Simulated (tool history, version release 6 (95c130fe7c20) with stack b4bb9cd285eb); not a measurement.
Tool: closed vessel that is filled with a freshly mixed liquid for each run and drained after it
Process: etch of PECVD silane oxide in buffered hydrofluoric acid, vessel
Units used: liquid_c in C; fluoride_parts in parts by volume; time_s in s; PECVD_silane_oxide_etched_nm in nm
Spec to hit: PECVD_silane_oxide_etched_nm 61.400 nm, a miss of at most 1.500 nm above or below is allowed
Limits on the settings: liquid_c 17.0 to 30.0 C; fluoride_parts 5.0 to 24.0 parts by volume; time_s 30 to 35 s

run 1 day=0.000 | liquid_c=22.0 fluoride_parts=14.5 time_s=35 | PECVD_silane_oxide_etched_nm=50.307
run 2 day=0.304 | liquid_c=22.0 fluoride_parts=14.5 time_s=30 | PECVD_silane_oxide_etched_nm=43.361
run 3 day=0.479 | liquid_c=23.5 fluoride_parts=14.5 time_s=30 | PECVD_silane_oxide_etched_nm=47.221
run 4 day=0.800 | liquid_c=25.0 fluoride_parts=14.5 time_s=30 | PECVD_silane_oxide_etched_nm=50.862
run 5 day=0.867 | liquid_c=25.0 fluoride_parts=14.5 time_s=30 | PECVD_silane_oxide_etched_nm=51.023
run 6 day=1.246 | liquid_c=23.0 fluoride_parts=14.5 time_s=30 | PECVD_silane_oxide_etched_nm=45.715
run 7 day=1.342 | liquid_c=24.5 fluoride_parts=14.5 time_s=30 | PECVD_silane_oxide_etched_nm=49.343
run 8 day=1.471 | liquid_c=25.5 fluoride_parts=14.5 time_s=30 | PECVD_silane_oxide_etched_nm=52.385
run 9 day=1.612 | liquid_c=26.5 fluoride_parts=14.5 time_s=30 | PECVD_silane_oxide_etched_nm=55.804
run 10 day=1.779 | liquid_c=27.0 fluoride_parts=14.5 time_s=30 | PECVD_silane_oxide_etched_nm=56.947
run 11 day=2.158 | liquid_c=27.5 fluoride_parts=14.5 time_s=30 | PECVD_silane_oxide_etched_nm=58.508

Exactly one of the 4 candidate moves below puts every result within its allowed miss. Which one?
run A day=2.538 | liquid_c=22.0 fluoride_parts=11.0 time_s=35 | PECVD_silane_oxide_etched_nm=?
run B day=2.538 | liquid_c=26.0 fluoride_parts=14.0 time_s=30 | PECVD_silane_oxide_etched_nm=?
run C day=2.538 | liquid_c=29.0 fluoride_parts=17.5 time_s=35 | PECVD_silane_oxide_etched_nm=?
run D day=2.538 | liquid_c=27.0 fluoride_parts=12.5 time_s=30 | PECVD_silane_oxide_etched_nm=?

move=A PECVD_silane_oxide_etched_nm=66.357
move=B PECVD_silane_oxide_etched_nm=55.885
move=C PECVD_silane_oxide_etched_nm=61.477
move=D PECVD_silane_oxide_etched_nm=65.889
A: takes the result that was furthest off past its target
B: further off than the last run
C: each result inside its tolerance
D: takes the result that was furthest off past its target
The right move is C.
